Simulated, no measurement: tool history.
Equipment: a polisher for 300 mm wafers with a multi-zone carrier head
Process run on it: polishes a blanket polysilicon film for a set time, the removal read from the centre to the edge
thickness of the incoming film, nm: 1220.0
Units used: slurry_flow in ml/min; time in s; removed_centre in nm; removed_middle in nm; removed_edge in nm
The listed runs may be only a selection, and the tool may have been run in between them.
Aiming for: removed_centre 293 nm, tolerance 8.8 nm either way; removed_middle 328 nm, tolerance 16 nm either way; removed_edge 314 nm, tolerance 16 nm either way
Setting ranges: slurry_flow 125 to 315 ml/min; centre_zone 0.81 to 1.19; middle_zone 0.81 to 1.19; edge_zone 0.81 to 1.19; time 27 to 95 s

run	hour	slurry_flow	centre_zone	middle_zone	edge_zone	time	removed_centre	removed_middle	removed_edge
1	0	205	1	1	1	61	457.45	489.37	488.62
2	1	205	1.06	1	1	61	480.15	483.78	482.14
3	3.7	250	1.06	1	1	61	500.31	496.92	492.88
4	8.7	245	1.03	1	0.98	56	447.78	459.88	442.47
5	15.3	245	1.03	1	0.98	42	338.04	341.66	334.75
6	16.4	245	1.03	0.92	0.98	42	333.6	315.6	334.5
7	17.2	235	1.01	0.93	0.97	42	325.19	315.88	332.57
8	24.5	230	0.99	0.95	0.96	42	316.05	320.52	329.01
9	31.8	225	0.98	0.96	0.95	42	309.12	321.56	326.01
10	34.9	220	0.97	0.97	0.94	42	307.33	320.49	325.1
11	38.9	220	0.96	0.98	0.93	42	305.32	324.51	317.66
12	43.9	215	0.95	0.99	0.93	42	303.25	337.03	309.26

Below are 5 possible settings for the next run. Only one of them brings all results inside the allowed miss of their targets. Which is it?
A	48.9	215	1.04	1	0.9	41	?	?	?
B	48.9	210	0.96	1.02	0.97	40	?	?	?
C	48.9	195	0.97	1.1	0.82	43	?	?	?
D	48.9	245	1.01	1.04	0.86	42	?	?	?
E	48.9	185	0.98	1	0.93	45	?	?	?

move	removed_centre	removed_middle	removed_edge
A	318.89	337.39	309.26
B	286.69	333.78	311.66
C	307.99	378.86	307.64
D	323.2	363.09	313.86
E	322.58	362.77	339.36
A: misses by more than the last run did
B: all results in spec
C: misses by more than the last run did
D: misses by more than the last run did
E: misses by more than the last run did
The move that meets every target is B.
